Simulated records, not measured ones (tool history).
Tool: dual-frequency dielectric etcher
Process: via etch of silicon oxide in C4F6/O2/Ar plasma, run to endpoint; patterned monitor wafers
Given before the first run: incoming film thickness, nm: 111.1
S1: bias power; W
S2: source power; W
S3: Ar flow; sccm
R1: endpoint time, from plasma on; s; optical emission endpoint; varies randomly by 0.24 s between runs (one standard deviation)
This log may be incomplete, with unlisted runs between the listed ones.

run	hour	S1	S2	S3	R1
1	0.0	498	320	343	27.293
2	3.5	465	310	345	27.975
3	10.0	510	310	345	27.073
4	18.0	510	340	345	25.887
5	19.8	510	340	308	26.248
6	20.9	473	340	308	26.809
7	24.9	438	330	308	27.796
8	30.9	411	320	308	28.859
9	35.7	393	320	308	29.171

Predict the results of run 10:
10	41.6	327	300	313	?

For run 10 the tool returned R1 32.030 s.
